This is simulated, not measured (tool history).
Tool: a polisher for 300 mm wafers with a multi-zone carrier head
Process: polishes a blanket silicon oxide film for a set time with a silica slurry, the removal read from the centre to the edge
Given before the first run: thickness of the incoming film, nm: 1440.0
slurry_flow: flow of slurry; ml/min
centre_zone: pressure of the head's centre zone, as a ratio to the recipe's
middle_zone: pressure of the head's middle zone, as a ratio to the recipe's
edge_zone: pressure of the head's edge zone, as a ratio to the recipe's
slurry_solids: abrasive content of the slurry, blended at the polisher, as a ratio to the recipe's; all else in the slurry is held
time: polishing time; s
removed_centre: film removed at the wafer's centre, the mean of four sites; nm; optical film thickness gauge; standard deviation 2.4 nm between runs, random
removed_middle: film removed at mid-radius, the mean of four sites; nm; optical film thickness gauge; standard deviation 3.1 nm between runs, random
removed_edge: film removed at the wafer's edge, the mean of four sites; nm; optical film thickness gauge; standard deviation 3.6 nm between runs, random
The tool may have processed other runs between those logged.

run 1 day=0 | slurry_flow=300 centre_zone=1 middle_zone=1 edge_zone=1 slurry_solids=1 time=90 | removed_centre=268.11 removed_middle=265.68 removed_edge=268.31
run 2 day=0.162 | slurry_flow=315 centre_zone=0.98 middle_zone=1.06 edge_zone=1.02 slurry_solids=1.1 time=90 | removed_centre=277.8 removed_middle=293.65 removed_edge=289.5
run 3 day=0.517 | slurry_flow=315 centre_zone=0.98 middle_zone=1.11 edge_zone=1.02 slurry_solids=1.1 time=90 | removed_centre=276.47 removed_middle=305.73 removed_edge=285.16
run 4 day=0.829 | slurry_flow=360 centre_zone=0.98 middle_zone=1.11 edge_zone=1.02 slurry_solids=1.1 time=90 | removed_centre=282.34 removed_middle=302.15 removed_edge=296.37
run 5 day=1.129 | slurry_flow=360 centre_zone=0.9 middle_zone=1.11 edge_zone=1.02 slurry_solids=1.1 time=90 | removed_centre=261.91 removed_middle=301.91 removed_edge=286.66
run 6 day=1.417 | slurry_flow=360 centre_zone=0.9 middle_zone=1.11 edge_zone=1.02 slurry_solids=1.1 time=110 | removed_centre=317.76 removed_middle=370.9 removed_edge=356.89

Run 7 is up next; what results do you expect?
run 7 day=1.767 | slurry_flow=340 centre_zone=0.89 middle_zone=1.12 edge_zone=0.99 slurry_solids=1.1 time=110 | removed_centre=? removed_middle=? removed_edge=?

For run 7 the tool returned removed_centre 310 nm, removed_middle 371.53 nm, removed_edge 356.36 nm.
